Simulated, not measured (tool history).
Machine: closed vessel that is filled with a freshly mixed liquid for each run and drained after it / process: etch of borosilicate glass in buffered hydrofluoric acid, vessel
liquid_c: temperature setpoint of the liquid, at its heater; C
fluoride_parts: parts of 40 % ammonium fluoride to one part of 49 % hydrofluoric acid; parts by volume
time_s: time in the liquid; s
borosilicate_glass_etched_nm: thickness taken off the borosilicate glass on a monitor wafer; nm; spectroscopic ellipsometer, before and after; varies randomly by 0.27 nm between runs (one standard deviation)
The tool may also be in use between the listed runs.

run,day,liquid_c,fluoride_parts,time_s,borosilicate_glass_etched_nm
1,0.000,21.0,23.0,30,14.065
2,0.179,23.0,23.0,30,15.627
3,0.429,21.5,23.0,30,14.333
4,0.462,19.0,23.0,30,12.488
5,0.675,21.5,23.0,30,14.338
6,0.712,23.5,20.0,30,17.742
7,0.979,27.5,13.0,30,33.421

Run 8, settings as shown, results not yet in. Your forecast:
8,1.221,27.0,13.0,30,?

borosilicate_glass_etched_nm: 32.785 nm

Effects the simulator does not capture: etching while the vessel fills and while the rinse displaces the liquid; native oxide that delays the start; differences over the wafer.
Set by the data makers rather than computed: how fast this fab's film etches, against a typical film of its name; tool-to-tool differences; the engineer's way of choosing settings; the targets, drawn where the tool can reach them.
